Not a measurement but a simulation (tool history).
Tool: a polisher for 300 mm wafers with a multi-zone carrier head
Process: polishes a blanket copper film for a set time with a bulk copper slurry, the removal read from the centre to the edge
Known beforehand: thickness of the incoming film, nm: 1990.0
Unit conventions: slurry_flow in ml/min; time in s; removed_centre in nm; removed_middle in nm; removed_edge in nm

{"run": 1, "hour": 0.0, "slurry_flow": 235, "centre_zone": 1, "middle_zone": 1, "edge_zone": 1, "slurry_solids": 1, "time": 45, "removed_centre": 288.58, "removed_middle": 288.83, "removed_edge": 293.64}
{"run": 2, "hour": 7.0, "slurry_flow": 240, "centre_zone": 1.02, "middle_zone": 1.01, "edge_zone": 1.02, "slurry_solids": 1.1, "time": 46, "removed_centre": 301.69, "removed_middle": 305.92, "removed_edge": 309.03}
{"run": 3, "hour": 15.8, "slurry_flow": 240, "centre_zone": 1.02, "middle_zone": 1.01, "edge_zone": 1.02, "slurry_solids": 1.1, "time": 56, "removed_centre": 368.29, "removed_middle": 360.36, "removed_edge": 369.36}
{"run": 4, "hour": 21.7, "slurry_flow": 245, "centre_zone": 1.03, "middle_zone": 1.01, "edge_zone": 1.03, "slurry_solids": 1.15, "time": 56, "removed_centre": 375.2, "removed_middle": 374.9, "removed_edge": 381.71}
{"run": 5, "hour": 24.4, "slurry_flow": 245, "centre_zone": 1.03, "middle_zone": 1.01, "edge_zone": 1.08, "slurry_solids": 1.15, "time": 56, "removed_centre": 375.26, "removed_middle": 377.15, "removed_edge": 386.02}
{"run": 6, "hour": 32.8, "slurry_flow": 220, "centre_zone": 1.03, "middle_zone": 1.01, "edge_zone": 1.08, "slurry_solids": 1.15, "time": 56, "removed_centre": 367.38, "removed_middle": 364.86, "removed_edge": 388.14}
{"run": 7, "hour": 34.9, "slurry_flow": 225, "centre_zone": 1.05, "middle_zone": 1.01, "edge_zone": 1.09, "slurry_solids": 1.15, "time": 56, "removed_centre": 373.09, "removed_middle": 378.41, "removed_edge": 383.65}
{"run": 8, "hour": 36.4, "slurry_flow": 230, "centre_zone": 1.06, "middle_zone": 0.99, "edge_zone": 1.09, "slurry_solids": 1.15, "time": 56, "removed_centre": 384.85, "removed_middle": 358.24, "removed_edge": 388.27}

Predict the results of run 9:
{"run": 9, "hour": 43.6, "slurry_flow": 235, "centre_zone": 1.07, "middle_zone": 0.99, "edge_zone": 1.1, "slurry_solids": 1.15, "time": 56, "removed_centre": "?", "removed_middle": "?", "removed_edge": "?"}

removed_centre: 383.74 nm
removed_middle: 365.61 nm
removed_edge: 389.7 nm
